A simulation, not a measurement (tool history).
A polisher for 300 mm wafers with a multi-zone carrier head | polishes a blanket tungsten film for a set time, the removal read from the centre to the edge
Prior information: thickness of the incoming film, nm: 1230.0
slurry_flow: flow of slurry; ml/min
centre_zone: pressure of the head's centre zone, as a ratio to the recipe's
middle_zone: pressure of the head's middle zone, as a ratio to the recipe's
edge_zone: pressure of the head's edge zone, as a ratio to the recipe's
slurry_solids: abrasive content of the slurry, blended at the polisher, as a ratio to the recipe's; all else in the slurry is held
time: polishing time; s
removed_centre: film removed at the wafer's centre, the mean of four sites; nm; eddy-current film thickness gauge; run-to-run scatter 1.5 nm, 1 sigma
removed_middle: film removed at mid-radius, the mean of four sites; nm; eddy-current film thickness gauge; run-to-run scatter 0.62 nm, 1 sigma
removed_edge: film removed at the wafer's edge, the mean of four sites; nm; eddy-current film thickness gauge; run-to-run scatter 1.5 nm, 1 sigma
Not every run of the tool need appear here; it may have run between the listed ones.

run	hour	slurry_flow	centre_zone	middle_zone	edge_zone	slurry_solids	time	removed_centre	removed_middle	removed_edge
1	0	230	1	1	1	1	39	169.42	172.24	166.75
2	7.1	205	1	1	1	1	39	173.53	168.34	167.61
3	15.1	205	1	1	0.95	1	39	169.41	169.76	164.98
4	17.6	260	1	1	0.95	1	39	174.28	175.23	173.35
5	23.6	245	1.01	0.97	0.95	0.9	37	165.24	156.07	158.6
6	32.1	245	0.97	0.97	0.95	0.9	37	154.93	154.82	155.06
7	33.5	200	1.06	0.87	0.85	0.65	26	102.25	86.916	89.539
8	38.7	215	1.07	0.87	0.87	0.65	26	104.82	87.708	90.904
9	45.6	230	1.08	0.87	0.9	0.65	26	107.01	88.138	93.08
10	49.9	240	1.09	0.87	0.92	0.65	26	107.37	89.37	92.667
11	55.4	245	1.09	0.86	0.94	0.7	26	110.4	90.881	98.369
12	58.5	255	1.1	0.86	0.95	0.7	26	112.41	91.213	101.37
13	59.3	265	1.11	0.86	0.95	0.7	26	115.38	91.915	101.3
14	60.7	270	1.11	0.86	0.95	0.7	26	114.95	91.715	99.822

Run 15 has not been measured yet. What should we expect?
15	65	275	1.11	0.86	0.96	0.7	26	?	?	?

{"run 15": {"removed_centre": 114.52, "removed_middle": 92.203, "removed_edge": 100.5}}
